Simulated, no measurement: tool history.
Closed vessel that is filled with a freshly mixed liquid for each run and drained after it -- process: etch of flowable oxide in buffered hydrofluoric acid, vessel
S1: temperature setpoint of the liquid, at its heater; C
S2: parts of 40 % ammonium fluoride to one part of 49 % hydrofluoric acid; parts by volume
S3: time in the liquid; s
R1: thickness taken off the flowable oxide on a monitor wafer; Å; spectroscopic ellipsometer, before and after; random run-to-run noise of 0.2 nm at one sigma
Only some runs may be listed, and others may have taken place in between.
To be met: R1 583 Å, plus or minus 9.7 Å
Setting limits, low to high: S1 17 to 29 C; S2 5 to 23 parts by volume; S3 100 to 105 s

Run 1, hour 0: S1 21 C, S2 14 parts by volume, S3 100 s. Result: R1 1053.1 Å.
Run 2, hour 6.8: S1 21 C, S2 17 parts by volume, S3 100 s. Result: R1 875.41 Å.
Run 3, hour 13.4: S1 20 C, S2 17.5 parts by volume, S3 100 s. Result: R1 798.65 Å.
Run 4, hour 21.5: S1 20 C, S2 17.5 parts by volume, S3 105 s. Result: R1 840.86 Å.
Run 5, hour 23.6: S1 19.5 C, S2 18 parts by volume, S3 105 s. Result: R1 800.53 Å.
Run 6, hour 28.5: S1 19 C, S2 18.5 parts by volume, S3 105 s. Result: R1 757.4 Å.
Run 7, hour 31.4: S1 18.5 C, S2 19 parts by volume, S3 105 s. Result: R1 711.32 Å.
Run 8, hour 35.3: S1 18 C, S2 19.5 parts by volume, S3 105 s. Result: R1 675.66 Å.
Run 9, hour 42.7: S1 18 C, S2 20 parts by volume, S3 105 s. Result: R1 662.05 Å.
Run 10, hour 44.9: S1 17.5 C, S2 20.5 parts by volume, S3 105 s. Result: R1 630.41 Å.
Run 11, hour 51.8: S1 17 C, S2 21 parts by volume, S3 105 s. Result: R1 604.71 Å.

Which one of the following 4 next-run settings gets every result inside its allowed miss? There is exactly one.
Run A, hour 58.7: S1 17 C, S2 20.5 parts by volume, S3 100 s. Result: R1 ?.
Run B, hour 58.7: S1 17.5 C, S2 22 parts by volume, S3 105 s. Result: R1 ?.
Run C, hour 58.7: S1 17 C, S2 23 parts by volume, S3 105 s. Result: R1 ?.
Run D, hour 58.7: S1 17 C, S2 20.5 parts by volume, S3 105 s. Result: R1 ?.

move      R1
   A  588.02
   B  605.07
   C   570.2
   D  617.42
A: meets every target
B: no nearer and no further than the last run
C: the result that was furthest off in the last run now lies on the other side of its target
D: misses by more than the last run did
A is the move that brings every result within its allowed miss.
